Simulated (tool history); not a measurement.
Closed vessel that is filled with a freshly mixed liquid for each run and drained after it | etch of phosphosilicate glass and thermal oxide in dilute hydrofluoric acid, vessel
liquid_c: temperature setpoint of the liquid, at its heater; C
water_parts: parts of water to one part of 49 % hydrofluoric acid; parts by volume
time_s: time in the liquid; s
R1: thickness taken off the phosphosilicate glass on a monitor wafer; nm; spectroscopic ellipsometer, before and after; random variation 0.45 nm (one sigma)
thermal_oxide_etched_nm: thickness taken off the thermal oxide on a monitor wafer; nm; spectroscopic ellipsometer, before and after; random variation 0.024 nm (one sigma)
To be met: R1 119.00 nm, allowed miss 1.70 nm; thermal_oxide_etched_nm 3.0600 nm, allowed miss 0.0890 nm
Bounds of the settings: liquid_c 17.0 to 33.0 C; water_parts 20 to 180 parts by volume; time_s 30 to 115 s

{"run": 1, "hour": 0.0, "liquid_c": 25.0, "water_parts": 100, "time_s": 60, "R1": 105.97, "thermal_oxide_etched_nm": 2.7693}
{"run": 2, "hour": 2.0, "liquid_c": 25.0, "water_parts": 100, "time_s": 70, "R1": 124.41, "thermal_oxide_etched_nm": 3.2033}
{"run": 3, "hour": 3.5, "liquid_c": 25.0, "water_parts": 65, "time_s": 70, "R1": 200.14, "thermal_oxide_etched_nm": 5.1538}
{"run": 4, "hour": 10.1, "liquid_c": 25.0, "water_parts": 45, "time_s": 70, "R1": 297.02, "thermal_oxide_etched_nm": 7.7443}
{"run": 5, "hour": 13.6, "liquid_c": 23.0, "water_parts": 45, "time_s": 70, "R1": 272.74, "thermal_oxide_etched_nm": 7.0909}
{"run": 6, "hour": 18.2, "liquid_c": 20.5, "water_parts": 45, "time_s": 70, "R1": 247.07, "thermal_oxide_etched_nm": 6.304}
{"run": 7, "hour": 23.9, "liquid_c": 20.0, "water_parts": 55, "time_s": 70, "R1": 194.33, "thermal_oxide_etched_nm": 4.9769}
{"run": 8, "hour": 30.2, "liquid_c": 19.5, "water_parts": 60, "time_s": 70, "R1": 172.7, "thermal_oxide_etched_nm": 4.5134}
{"run": 9, "hour": 32.7, "liquid_c": 19.0, "water_parts": 65, "time_s": 70, "R1": 155.88, "thermal_oxide_etched_nm": 4.0501}
{"run": 10, "hour": 38.7, "liquid_c": 18.5, "water_parts": 70, "time_s": 70, "R1": 141.52, "thermal_oxide_etched_nm": 3.5917}
{"run": 11, "hour": 41.5, "liquid_c": 18.0, "water_parts": 70, "time_s": 70, "R1": 137.83, "thermal_oxide_etched_nm": 3.5502}
{"run": 12, "hour": 46.7, "liquid_c": 17.5, "water_parts": 70, "time_s": 70, "R1": 135.14, "thermal_oxide_etched_nm": 3.5148}
{"run": 13, "hour": 53.6, "liquid_c": 17.0, "water_parts": 80, "time_s": 70, "R1": 114.53, "thermal_oxide_etched_nm": 2.9489}
{"run": 14, "hour": 55.6, "liquid_c": 17.5, "water_parts": 80, "time_s": 70, "R1": 117.18, "thermal_oxide_etched_nm": 2.9805}

Which of these 5 next moves meets every target?
{"run": "A", "hour": 57.6, "liquid_c": 17.0, "water_parts": 85, "time_s": 75, "R1": "?", "thermal_oxide_etched_nm": "?"}
{"run": "B", "hour": 57.6, "liquid_c": 18.5, "water_parts": 95, "time_s": 80, "R1": "?", "thermal_oxide_etched_nm": "?"}
{"run": "C", "hour": 57.6, "liquid_c": 18.5, "water_parts": 50, "time_s": 40, "R1": "?", "thermal_oxide_etched_nm": "?"}
{"run": "D", "hour": 57.6, "liquid_c": 18.0, "water_parts": 120, "time_s": 105, "R1": "?", "thermal_oxide_etched_nm": "?"}
{"run": "E", "hour": 57.6, "liquid_c": 18.0, "water_parts": 70, "time_s": 60, "R1": "?", "thermal_oxide_etched_nm": "?"}

move=A R1=115.04 thermal_oxide_etched_nm=2.9767
move=B R1=115.71 thermal_oxide_etched_nm=2.9941
move=C R1=115.63 thermal_oxide_etched_nm=2.9918
move=D R1=114.69 thermal_oxide_etched_nm=2.9675
move=E R1=118.54 thermal_oxide_etched_nm=3.0671
A: further off than the last run
B: further off than the last run
C: further off than the last run
D: further off than the last run
E: meets every target
The right move is E.
